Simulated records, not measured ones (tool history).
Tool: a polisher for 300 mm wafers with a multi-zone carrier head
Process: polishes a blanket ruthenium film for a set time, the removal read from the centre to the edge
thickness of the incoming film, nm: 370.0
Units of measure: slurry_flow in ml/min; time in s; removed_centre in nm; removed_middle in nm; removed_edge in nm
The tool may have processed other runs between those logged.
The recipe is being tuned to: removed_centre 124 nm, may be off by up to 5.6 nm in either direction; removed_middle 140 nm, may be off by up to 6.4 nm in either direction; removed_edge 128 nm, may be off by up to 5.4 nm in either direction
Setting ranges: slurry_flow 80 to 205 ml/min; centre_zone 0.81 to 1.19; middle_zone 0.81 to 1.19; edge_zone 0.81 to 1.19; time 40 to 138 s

run 1 day=0 | slurry_flow=135 centre_zone=1 middle_zone=1 edge_zone=1 time=88 | removed_centre=102.73 removed_middle=102.85 removed_edge=99.917
run 2 day=0.312 | slurry_flow=135 centre_zone=1 middle_zone=1 edge_zone=0.91 time=88 | removed_centre=100.58 removed_middle=101.75 removed_edge=98.335
run 3 day=0.346 | slurry_flow=135 centre_zone=0.96 middle_zone=1 edge_zone=0.91 time=88 | removed_centre=97.606 removed_middle=102.32 removed_edge=96.986
run 4 day=0.504 | slurry_flow=135 centre_zone=1 middle_zone=1 edge_zone=0.91 time=88 | removed_centre=100.97 removed_middle=101.85 removed_edge=97.502
run 5 day=0.725 | slurry_flow=105 centre_zone=1 middle_zone=1 edge_zone=0.91 time=88 | removed_centre=95.242 removed_middle=94.069 removed_edge=92.729
run 6 day=0.862 | slurry_flow=85 centre_zone=1 middle_zone=1 edge_zone=0.91 time=88 | removed_centre=86.335 removed_middle=89.593 removed_edge=88.081
run 7 day=0.946 | slurry_flow=100 centre_zone=0.99 middle_zone=1.01 edge_zone=0.93 time=90 | removed_centre=93.169 removed_middle=97.586 removed_edge=93.314
run 8 day=1.2 | slurry_flow=135 centre_zone=0.91 middle_zone=1.07 edge_zone=1.03 time=101 | removed_centre=103.78 removed_middle=119.57 removed_edge=115.25
run 9 day=1.325 | slurry_flow=135 centre_zone=0.91 middle_zone=1.07 edge_zone=1.03 time=101 | removed_centre=106.08 removed_middle=123.21 removed_edge=118.82
run 10 day=1.367 | slurry_flow=140 centre_zone=0.92 middle_zone=1.08 edge_zone=1.03 time=101 | removed_centre=107.77 removed_middle=123.46 removed_edge=116.38
run 11 day=1.675 | slurry_flow=140 centre_zone=0.92 middle_zone=1.08 edge_zone=1.03 time=101 | removed_centre=108.2 removed_middle=125.81 removed_edge=118.43
run 12 day=1.733 | slurry_flow=145 centre_zone=0.92 middle_zone=1.08 edge_zone=1.03 time=101 | removed_centre=108.78 removed_middle=125.87 removed_edge=119.36
run 13 day=2.096 | slurry_flow=150 centre_zone=0.93 middle_zone=1.08 edge_zone=1.03 time=101 | removed_centre=112.05 removed_middle=125.99 removed_edge=120.36

Next run, 4 choices. One meets every target within its allowed miss, the rest don't. Which?
run A day=2.458 | slurry_flow=200 centre_zone=0.87 middle_zone=1.19 edge_zone=1.01 time=114 | removed_centre=? removed_middle=? removed_edge=?
run B day=2.458 | slurry_flow=150 centre_zone=0.98 middle_zone=1.13 edge_zone=1 time=121 | removed_centre=? removed_middle=? removed_edge=?
run C day=2.458 | slurry_flow=205 centre_zone=0.95 middle_zone=1.14 edge_zone=1.05 time=104 | removed_centre=? removed_middle=? removed_edge=?
run D day=2.458 | slurry_flow=120 centre_zone=0.85 middle_zone=1.02 edge_zone=1.08 time=114 | removed_centre=? removed_middle=? removed_edge=?

move=A removed_centre=121.63 removed_middle=159.51 removed_edge=137.21
move=B removed_centre=137.49 removed_middle=155.74 removed_edge=139.77
move=C removed_centre=121.71 removed_middle=142.08 removed_edge=127.98
move=D removed_centre=105.7 removed_middle=130.9 removed_edge=131.94
A: moves the result that the last run missed by most past its target, out the other side
B: moves the result that the last run missed by most past its target, out the other side
C: each result inside its tolerance
D: the biggest miss grows against the last run
So the answer is move C, the one that meets all the targets.
